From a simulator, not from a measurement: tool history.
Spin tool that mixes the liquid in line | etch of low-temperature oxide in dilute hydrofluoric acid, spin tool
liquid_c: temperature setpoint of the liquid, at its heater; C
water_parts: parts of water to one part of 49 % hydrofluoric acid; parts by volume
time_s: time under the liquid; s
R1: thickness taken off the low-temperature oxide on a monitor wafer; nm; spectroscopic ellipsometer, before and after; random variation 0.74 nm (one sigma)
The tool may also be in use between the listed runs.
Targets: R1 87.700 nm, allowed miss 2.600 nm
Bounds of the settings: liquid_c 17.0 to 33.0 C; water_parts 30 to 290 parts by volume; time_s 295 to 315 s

{"run": 1, "day": 0.0, "liquid_c": 25.0, "water_parts": 160, "time_s": 295, "R1": 22.755}
{"run": 2, "day": 0.375, "liquid_c": 25.0, "water_parts": 180, "time_s": 295, "R1": 19.563}
{"run": 3, "day": 0.6, "liquid_c": 22.5, "water_parts": 180, "time_s": 295, "R1": 17.42}
{"run": 4, "day": 0.696, "liquid_c": 22.5, "water_parts": 220, "time_s": 295, "R1": 13.642}
{"run": 5, "day": 0.883, "liquid_c": 22.5, "water_parts": 240, "time_s": 295, "R1": 12.26}
{"run": 6, "day": 1.196, "liquid_c": 22.5, "water_parts": 270, "time_s": 295, "R1": 10.774}
{"run": 7, "day": 1.25, "liquid_c": 26.0, "water_parts": 190, "time_s": 300, "R1": 19.155}
{"run": 8, "day": 1.321, "liquid_c": 28.5, "water_parts": 135, "time_s": 305, "R1": 31.977}
{"run": 9, "day": 1.538, "liquid_c": 30.0, "water_parts": 100, "time_s": 310, "R1": 49.341}
{"run": 10, "day": 1.621, "liquid_c": 31.0, "water_parts": 80, "time_s": 310, "R1": 65.046}
{"run": 11, "day": 1.8, "liquid_c": 31.5, "water_parts": 70, "time_s": 310, "R1": 77.59}
{"run": 12, "day": 1.908, "liquid_c": 32.0, "water_parts": 70, "time_s": 310, "R1": 78.393}
{"run": 13, "day": 2.175, "liquid_c": 32.5, "water_parts": 70, "time_s": 310, "R1": 80.428}

4 next moves are on the table. One of them brings every result within its allowed miss. Which?
{"run": "A", "day": 2.442, "liquid_c": 33.0, "water_parts": 70, "time_s": 305, "R1": "?"}
{"run": "B", "day": 2.442, "liquid_c": 32.0, "water_parts": 65, "time_s": 315, "R1": "?"}
{"run": "C", "day": 2.442, "liquid_c": 33.0, "water_parts": 70, "time_s": 300, "R1": "?"}
{"run": "D", "day": 2.442, "liquid_c": 33.0, "water_parts": 70, "time_s": 315, "R1": "?"}

move=A R1=81.991
move=B R1=88.419
move=C R1=80.647
move=D R1=84.679
A: nearer than the last run, and not there yet
B: meets every target
C: as far off as the last run
D: nearer than the last run, and not there yet
Move B is the one to make.

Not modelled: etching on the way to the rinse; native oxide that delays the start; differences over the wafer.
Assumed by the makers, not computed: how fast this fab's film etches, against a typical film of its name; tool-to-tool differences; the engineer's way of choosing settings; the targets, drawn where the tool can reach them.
